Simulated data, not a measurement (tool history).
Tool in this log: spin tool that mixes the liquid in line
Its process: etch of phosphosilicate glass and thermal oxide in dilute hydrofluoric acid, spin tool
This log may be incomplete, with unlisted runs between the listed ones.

run	hour	temperature setpoint of the liquid (K)	parts of water to one part of 49 % hydrofluoric acid (parts by volume)	time under the liquid (s)	thickness taken off the phosphosilicate glass on a monitor wafer (angstrom)	thickness taken off the thermal oxide on a monitor wafer (angstrom)
1	0.0	294.15	265	55	166.77	7.2195
2	1.0	295.65	265	55	176.12	7.1903
3	6.7	295.65	265	75	239.70	9.8758
4	8.7	295.65	265	65	209.89	8.5981
5	16.6	294.15	305	65	164.38	7.0604
6	21.9	292.15	305	65	153.44	6.8956
7	29.0	292.15	335	65	136.33	5.7400
8	31.7	291.65	355	65	124.42	5.2291
9	38.8	291.15	370	65	115.05	5.0988
10	41.6	291.15	385	65	109.53	4.7914

The next listed run, before its measurement:
11	46.9	291.15	385	65	?	?

Run 11 gave thickness taken off the phosphosilicate glass on a monitor wafer (angstrom) 110.08, thickness taken off the thermal oxide on a monitor wafer (angstrom) 5.0545.
